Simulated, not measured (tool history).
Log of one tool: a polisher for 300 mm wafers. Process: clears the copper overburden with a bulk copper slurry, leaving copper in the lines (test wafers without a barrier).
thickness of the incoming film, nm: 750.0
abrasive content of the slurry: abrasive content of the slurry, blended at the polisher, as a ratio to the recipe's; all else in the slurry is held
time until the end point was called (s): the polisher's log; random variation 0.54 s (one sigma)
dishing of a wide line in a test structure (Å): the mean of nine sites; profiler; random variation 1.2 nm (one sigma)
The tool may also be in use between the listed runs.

| run | hour | flow of slurry (ml/min) | pressure of the wafer on the pad (kPa) | speed of the pad under the wafer (cm/s) | abrasive content of the slurry | overpolish time after the end point (s) | time until the end point was called (s) | dishing of a wide line in a test structure (Å) |
|---|---|---|---|---|---|---|---|---|
| 1 | 0 | 215 | 22.1 | 110 | 1 | 13 | 62.404 | 836.51 |
| 2 | 0.9 | 215 | 22.1 | 110 | 1 | 16 | 63.429 | 983.12 |
| 3 | 8.2 | 215 | 22.1 | 110 | 1 | 15 | 62.14 | 975.42 |
| 4 | 13.2 | 215 | 22.1 | 110 | 1 | 14 | 62.236 | 922.64 |
| 5 | 14.5 | 215 | 22.1 | 110 | 0.85 | 14 | 66.285 | 909.06 |
| 6 | 15.2 | 215 | 22.1 | 110 | 1 | 14 | 62.771 | 915.4 |
| 7 | 20.9 | 215 | 22.1 | 110 | 1 | 13 | 62.173 | 852.87 |
| 8 | 24.2 | 215 | 22.1 | 110 | 1 | 13 | 62.266 | 882.79 |
| 9 | 24.8 | 215 | 22.1 | 110 | 1 | 12 | 62.228 | 829.21 |
| 10 | 31.9 | 215 | 22.1 | 110 | 1 | 11 | 61.946 | 808.52 |
| 11 | 39.1 | 215 | 22.1 | 110 | 1 | 10 | 63.199 | 728.53 |

Forecast run 12:
| 12 | 46.9 | 230 | 24.8 | 112 | 1 | 6 | ? | ? |

Run 12 gave time until the end point was called (s) 56.489, dishing of a wide line in a test structure (Å) 515.92.
